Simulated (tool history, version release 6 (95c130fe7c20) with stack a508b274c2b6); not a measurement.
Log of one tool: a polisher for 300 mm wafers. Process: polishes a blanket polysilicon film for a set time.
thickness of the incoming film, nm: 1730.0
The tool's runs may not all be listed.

run,hour,flow of slurry (ml/min),pressure of the wafer on the pad (kPa),speed of the pad under the wafer (m/s),polishing time (s),film removed (angstrom)
1,0.0,135,12.4,1.18,54,3941.8
2,2.5,130,11.0,1.12,54,3341.2
3,10.1,130,11.0,0.92,54,2764.1
4,13.3,130,9.7,0.92,54,2381.8
5,14.4,130,9.7,0.92,48,2119.9
6,21.7,130,9.0,0.92,48,2009.3
7,28.9,115,7.6,0.92,48,1647.0
8,32.0,115,7.6,0.92,48,1647.0
9,35.9,130,9.0,0.92,48,1976.1
10,38.9,125,9.0,0.92,48,2000.7
11,43.1,120,9.0,0.92,48,1953.0

The next listed run, before its measurement:
12,47.0,115,9.0,0.92,48,?

film removed (angstrom): 1930.2
